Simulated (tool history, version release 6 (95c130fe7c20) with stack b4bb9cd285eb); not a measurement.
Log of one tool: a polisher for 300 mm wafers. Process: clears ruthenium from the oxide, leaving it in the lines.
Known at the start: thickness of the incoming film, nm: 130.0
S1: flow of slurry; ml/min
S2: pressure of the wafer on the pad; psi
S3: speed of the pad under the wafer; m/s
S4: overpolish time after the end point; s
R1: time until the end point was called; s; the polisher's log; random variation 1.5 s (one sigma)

Run 1, hour 0.0: S1 310 ml/min, S2 2.4 psi, S3 1.30 m/s, S4 30 s. Result: R1 76.006 s.
Run 2, hour 2.9: S1 310 ml/min, S2 2.0 psi, S3 1.26 m/s, S4 30 s. Result: R1 93.618 s.
Run 3, hour 11.5: S1 310 ml/min, S2 1.7 psi, S3 1.26 m/s, S4 30 s. Result: R1 105.090 s.
Run 4, hour 18.9: S1 310 ml/min, S2 1.5 psi, S3 1.24 m/s, S4 30 s. Result: R1 118.730 s.
Run 5, hour 25.9: S1 240 ml/min, S2 1.5 psi, S3 1.24 m/s, S4 30 s. Result: R1 121.590 s.
Run 6, hour 30.8: S1 240 ml/min, S2 1.4 psi, S3 1.24 m/s, S4 30 s. Result: R1 130.970 s.

Run 7 comes next. What will it give?
Run 7, hour 36.9: S1 230 ml/min, S2 1.4 psi, S3 1.24 m/s, S4 30 s. Result: R1 ?.

{"run 7": {"R1": 131.35}}

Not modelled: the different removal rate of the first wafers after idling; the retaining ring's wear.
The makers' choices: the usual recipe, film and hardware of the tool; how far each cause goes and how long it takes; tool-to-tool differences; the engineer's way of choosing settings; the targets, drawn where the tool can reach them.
